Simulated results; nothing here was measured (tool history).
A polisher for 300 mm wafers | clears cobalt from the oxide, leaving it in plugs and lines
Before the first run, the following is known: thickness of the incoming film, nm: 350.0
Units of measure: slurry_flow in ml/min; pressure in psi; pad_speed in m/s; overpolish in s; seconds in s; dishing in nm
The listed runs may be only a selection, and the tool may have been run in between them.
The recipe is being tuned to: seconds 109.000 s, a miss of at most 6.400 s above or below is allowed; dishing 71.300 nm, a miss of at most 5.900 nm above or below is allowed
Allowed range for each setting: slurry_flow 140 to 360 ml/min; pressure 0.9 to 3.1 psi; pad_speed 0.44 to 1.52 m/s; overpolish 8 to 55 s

| run | hour | slurry_flow | pressure | pad_speed | overpolish | seconds | dishing |
|---|---|---|---|---|---|---|---|
| 1 | 0.0 | 230 | 2.0 | 0.98 | 28 | 66.973 | 71.068 |
| 2 | 8.2 | 255 | 2.0 | 0.98 | 28 | 63.891 | 68.138 |
| 3 | 13.1 | 255 | 2.0 | 1.16 | 28 | 56.516 | 72.615 |
| 4 | 18.4 | 240 | 1.6 | 1.12 | 32 | 74.922 | 68.707 |
| 5 | 20.8 | 240 | 1.6 | 1.04 | 32 | 77.344 | 66.761 |
| 6 | 23.3 | 240 | 1.6 | 1.24 | 32 | 66.221 | 74.013 |
| 7 | 24.7 | 225 | 1.4 | 1.20 | 36 | 77.909 | 69.660 |
| 8 | 25.6 | 220 | 1.2 | 1.18 | 43 | 90.937 | 75.445 |

Of the 5 settings listed for the next run, only one would bring every result within its allowed miss of target. Which one?
| A | 26.5 | 225 | 1.2 | 1.10 | 45 | ? | ? |
| B | 26.5 | 190 | 1.4 | 1.04 | 22 | ? | ? |
| C | 26.5 | 155 | 1.3 | 1.12 | 24 | ? | ? |
| D | 26.5 | 245 | 1.1 | 1.22 | 28 | ? | ? |
| E | 26.5 | 225 | 1.3 | 0.90 | 47 | ? | ? |

| move | seconds | dishing |
|---|---|---|
| A | 94.945 | 73.314 |
| B | 88.246 | 56.835 |
| C | 90.526 | 58.643 |
| D | 92.396 | 62.520 |
| E | 106.890 | 71.944 |
A: gains on the last run, yet a result remains outside its allowed miss
B: the biggest miss grows against the last run
C: about the same distance from the targets as the last run
D: gains on the last run, yet a result remains outside its allowed miss
E: every result lands within tolerance
The move that meets every target is E.

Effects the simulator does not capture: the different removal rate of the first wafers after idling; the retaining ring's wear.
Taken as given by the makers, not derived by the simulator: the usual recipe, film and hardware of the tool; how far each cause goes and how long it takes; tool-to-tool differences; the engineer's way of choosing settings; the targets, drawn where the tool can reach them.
